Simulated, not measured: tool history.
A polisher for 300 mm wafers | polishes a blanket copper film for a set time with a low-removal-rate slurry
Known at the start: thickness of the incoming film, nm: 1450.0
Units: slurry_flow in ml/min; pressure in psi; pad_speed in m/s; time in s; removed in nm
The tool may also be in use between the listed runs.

run 1 hour=0.0 | slurry_flow=290 pressure=1.7 pad_speed=1.18 slurry_solids=1.00 time=44 | removed=92.937
run 2 hour=1.8 | slurry_flow=290 pressure=1.7 pad_speed=1.18 slurry_solids=1.15 time=44 | removed=95.152
run 3 hour=6.0 | slurry_flow=290 pressure=1.9 pad_speed=1.18 slurry_solids=1.15 time=44 | removed=105.810
run 4 hour=9.3 | slurry_flow=295 pressure=2.0 pad_speed=1.18 slurry_solids=1.15 time=44 | removed=111.560
run 5 hour=12.8 | slurry_flow=295 pressure=2.0 pad_speed=1.18 slurry_solids=1.15 time=44 | removed=111.790
run 6 hour=18.9 | slurry_flow=295 pressure=2.0 pad_speed=0.96 slurry_solids=1.15 time=44 | removed=90.255
run 7 hour=20.5 | slurry_flow=300 pressure=2.1 pad_speed=0.98 slurry_solids=1.15 time=44 | removed=98.727

Run 8 comes next. What will it give?
-- hour=28.8 head pressure recalibrated
run 8 hour=28.8 | slurry_flow=305 pressure=2.2 pad_speed=0.98 slurry_solids=1.15 time=44 | removed=?

Run 8 gave removed 94.027 nm.
